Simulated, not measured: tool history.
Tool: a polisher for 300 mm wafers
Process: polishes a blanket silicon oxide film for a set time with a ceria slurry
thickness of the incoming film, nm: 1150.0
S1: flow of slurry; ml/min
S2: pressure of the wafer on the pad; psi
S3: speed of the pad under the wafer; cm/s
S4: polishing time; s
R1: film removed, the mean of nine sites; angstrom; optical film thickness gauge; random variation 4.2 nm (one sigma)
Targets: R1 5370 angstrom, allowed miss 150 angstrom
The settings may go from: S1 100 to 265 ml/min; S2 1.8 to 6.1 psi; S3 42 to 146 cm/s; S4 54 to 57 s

| run | day | S1 | S2 | S3 | S4 | R1 |
|---|---|---|---|---|---|---|
| 1 | 0 | 170 | 3.9 | 94 | 54 | 2997.6 |
| 2 | 0.079 | 170 | 3.9 | 104 | 54 | 3283.3 |
| 3 | 0.35 | 170 | 2.9 | 104 | 54 | 2505.7 |
| 4 | 0.625 | 180 | 3.6 | 104 | 54 | 3087.2 |
| 5 | 0.8 | 180 | 3.6 | 90 | 54 | 2737.9 |
| 6 | 0.996 | 195 | 4.1 | 90 | 54 | 3133 |
| 7 | 1.096 | 205 | 4.6 | 90 | 54 | 3540.5 |
| 8 | 1.375 | 210 | 5 | 90 | 54 | 3813.7 |
| 9 | 1.6 | 215 | 5.3 | 92 | 54 | 4152.5 |
|  | 1.917 | head pressure recalibrated |
| 10 | 1.917 | 220 | 5.5 | 94 | 54 | 4757.9 |
| 11 | 2.238 | 225 | 5.6 | 94 | 54 | 4885.6 |

4 next moves are on the table. One of them brings every result within its allowed miss. Which?
| A | 2.558 | 225 | 5.5 | 96 | 56 | ? |
| B | 2.558 | 195 | 5.9 | 94 | 54 | ? |
| C | 2.558 | 220 | 5.4 | 98 | 57 | ? |
| D | 2.558 | 230 | 5.1 | 110 | 57 | ? |

| move | R1 |
|---|---|
| A | 5019.2 |
| B | 4998.7 |
| C | 5088.8 |
| D | 5324.3 |
A: nearer than the last run, and not there yet
B: nearer than the last run, and not there yet
C: nearer than the last run, and not there yet
D: meets every target
Move D is the one to make.
